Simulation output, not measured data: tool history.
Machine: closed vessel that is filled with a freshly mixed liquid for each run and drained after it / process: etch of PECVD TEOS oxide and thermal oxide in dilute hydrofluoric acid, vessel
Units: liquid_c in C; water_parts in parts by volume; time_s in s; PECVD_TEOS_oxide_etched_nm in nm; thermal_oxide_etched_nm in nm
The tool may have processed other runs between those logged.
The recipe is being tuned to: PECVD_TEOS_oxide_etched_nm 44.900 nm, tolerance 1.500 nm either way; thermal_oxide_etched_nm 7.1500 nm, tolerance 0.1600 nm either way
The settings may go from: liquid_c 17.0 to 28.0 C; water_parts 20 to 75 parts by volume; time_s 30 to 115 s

| run | day | liquid_c | water_parts | time_s | PECVD_TEOS_oxide_etched_nm | thermal_oxide_etched_nm |
|---|---|---|---|---|---|---|
| 1 | 0.000 | 20.0 | 45 | 60 | 33.312 | 5.3125 |
| 2 | 0.375 | 20.0 | 30 | 60 | 51.509 | 8.1187 |
| 3 | 0.529 | 19.5 | 30 | 60 | 49.300 | 7.9521 |
| 4 | 0.692 | 18.5 | 30 | 60 | 48.178 | 7.6220 |
| 5 | 0.933 | 18.5 | 25 | 60 | 56.842 | 9.1879 |
| 6 | 1.104 | 18.0 | 30 | 60 | 46.546 | 7.3783 |
|  | 1.367 | thermometer replaced |
| 7 | 1.367 | 17.5 | 30 | 60 | 48.341 | 7.6962 |
| 8 | 1.450 | 17.0 | 30 | 60 | 48.295 | 7.6228 |

Which single option among these 4 for the next run brings every result within its allowed miss of target? Just one does.
| A | 1.533 | 18.0 | 40 | 80 | ? | ? |
| B | 1.533 | 18.0 | 25 | 45 | ? | ? |
| C | 1.533 | 18.5 | 30 | 50 | ? | ? |
| D | 1.533 | 22.0 | 35 | 50 | ? | ? |

| move | PECVD_TEOS_oxide_etched_nm | thermal_oxide_etched_nm |
|---|---|---|
| A | 50.674 | 7.7989 |
| B | 46.395 | 7.1404 |
| C | 43.657 | 6.7191 |
| D | 43.225 | 6.6525 |
A: the biggest miss grows against the last run
B: in spec on every target
C: the result that was furthest off in the last run now lies on the other side of its target
D: the result that was furthest off in the last run now lies on the other side of its target
Answer: B
